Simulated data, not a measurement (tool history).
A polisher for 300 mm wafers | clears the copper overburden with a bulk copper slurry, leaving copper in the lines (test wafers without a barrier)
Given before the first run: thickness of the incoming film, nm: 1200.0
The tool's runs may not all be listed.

run,hour,flow of slurry (ml/min),pressure of the wafer on the pad (psi),speed of the pad under the wafer (cm/s),abrasive content of the slurry,overpolish time after the end point (s),time until the end point was called (s),dishing of a wide line in a test structure (Å)
1,0,240,2.8,110,1,9,155.53,435.04
2,2,240,2.8,110,1,11,155.95,527.06
3,9.2,240,2.7,110,1,11,159.71,504.2
4,16,240,2.7,110,0.9,11,167.25,496.83
5,21.2,240,3.1,110,0.9,11,147.9,540.69
6,29.6,240,3.1,110,0.9,13,151.34,580.43
7,30.7,240,2.9,110,0.9,13,157.53,536.31
8,32.2,235,2.8,108,0.95,13,161.81,559.95
9,34.2,235,2,106,0.95,13,204.61,471.33

Predict the results of run 10:
10,39.3,235,1.9,106,0.95,13,?,?

Run 10 came out at time until the end point was called (s) 212.45, dishing of a wide line in a test structure (Å) 457.71.
